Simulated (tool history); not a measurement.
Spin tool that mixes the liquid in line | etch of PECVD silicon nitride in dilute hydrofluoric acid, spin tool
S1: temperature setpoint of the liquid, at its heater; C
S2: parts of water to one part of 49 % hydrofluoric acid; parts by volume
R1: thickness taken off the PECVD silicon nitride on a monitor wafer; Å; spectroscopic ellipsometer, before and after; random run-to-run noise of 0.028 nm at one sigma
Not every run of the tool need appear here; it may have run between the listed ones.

Run 1, hour 0.0: S1 25.0 C, S2 110 parts by volume, time under the liquid (s) 75. Result: R1 34.016 Å.
Run 2, hour 2.3: S1 25.0 C, S2 110 parts by volume, time under the liquid (s) 50. Result: R1 22.676 Å.
Run 3, hour 7.5: S1 25.0 C, S2 125 parts by volume, time under the liquid (s) 50. Result: R1 20.147 Å.
Run 4, hour 11.1: S1 27.0 C, S2 125 parts by volume, time under the liquid (s) 50. Result: R1 22.795 Å.
Run 5, hour 19.7: S1 27.0 C, S2 125 parts by volume, time under the liquid (s) 75. Result: R1 34.406 Å.
Run 6, hour 28.0: S1 26.5 C, S2 125 parts by volume, time under the liquid (s) 75. Result: R1 32.403 Å.

For run 7, what comes out?
Run 7, hour 36.8: S1 26.0 C, S2 125 parts by volume, time under the liquid (s) 75. Result: R1 ?.

Run 7 came out at R1 32.079 Å.
